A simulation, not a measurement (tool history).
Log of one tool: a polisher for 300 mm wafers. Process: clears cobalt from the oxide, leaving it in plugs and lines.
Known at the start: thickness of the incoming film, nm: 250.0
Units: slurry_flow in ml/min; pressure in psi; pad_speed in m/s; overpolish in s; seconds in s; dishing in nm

run    day  slurry_flow  pressure  pad_speed  overpolish  seconds  dishing
  1      0          180       1.4       0.98          21   75.081   34.713
  2  0.333          180       1.4       0.98          20   76.264   34.149
  3  0.592          150       1.4       0.98          20   78.375   34.154
  4  0.921          185       1.4       0.98          20   75.229   33.392
  5  1.042          190       1.4       0.98          20   75.306   34.354
  6  1.288          190       1.4        1.1          20   66.148   35.881

Run 7 comes next. What will it give?
  7  1.325          190       1.4        1.1          19        ?        ?

{"run 7": {"seconds": 67.3, "dishing": 35.436}}

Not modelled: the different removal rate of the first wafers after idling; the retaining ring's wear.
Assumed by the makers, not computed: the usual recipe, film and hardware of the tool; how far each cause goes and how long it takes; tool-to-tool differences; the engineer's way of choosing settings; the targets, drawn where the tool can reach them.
